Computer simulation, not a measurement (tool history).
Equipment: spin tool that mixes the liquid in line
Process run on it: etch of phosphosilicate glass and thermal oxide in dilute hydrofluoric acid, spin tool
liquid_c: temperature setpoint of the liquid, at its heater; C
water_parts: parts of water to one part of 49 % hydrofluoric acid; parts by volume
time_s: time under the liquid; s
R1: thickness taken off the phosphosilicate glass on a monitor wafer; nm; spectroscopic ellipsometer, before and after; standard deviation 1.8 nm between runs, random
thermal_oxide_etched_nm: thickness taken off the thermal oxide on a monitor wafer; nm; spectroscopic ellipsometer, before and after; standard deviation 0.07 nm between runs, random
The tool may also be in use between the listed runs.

{"run": 1, "day": 0.0, "liquid_c": 25.0, "water_parts": 50, "time_s": 30, "R1": 96.874, "thermal_oxide_etched_nm": 3.5911}
{"run": 2, "day": 0.158, "liquid_c": 26.0, "water_parts": 50, "time_s": 30, "R1": 100.81, "thermal_oxide_etched_nm": 3.7089}
{"run": 3, "day": 0.342, "liquid_c": 27.0, "water_parts": 45, "time_s": 30, "R1": 114.39, "thermal_oxide_etched_nm": 4.3243}
{"run": 4, "day": 0.408, "liquid_c": 27.0, "water_parts": 55, "time_s": 30, "R1": 93.065, "thermal_oxide_etched_nm": 3.557}
{"run": 5, "day": 0.55, "liquid_c": 27.0, "water_parts": 70, "time_s": 30, "R1": 72.24, "thermal_oxide_etched_nm": 2.6943}
{"run": 6, "day": 0.658, "liquid_c": 23.5, "water_parts": 70, "time_s": 30, "R1": 63.556, "thermal_oxide_etched_nm": 2.3243}

Run 7 comes next. What will it give?
{"run": 7, "day": 0.929, "liquid_c": 24.5, "water_parts": 65, "time_s": 30, "R1": "?", "thermal_oxide_etched_nm": "?"}

Run 7 came out at R1 70.959 nm, thermal_oxide_etched_nm 2.6730 nm.

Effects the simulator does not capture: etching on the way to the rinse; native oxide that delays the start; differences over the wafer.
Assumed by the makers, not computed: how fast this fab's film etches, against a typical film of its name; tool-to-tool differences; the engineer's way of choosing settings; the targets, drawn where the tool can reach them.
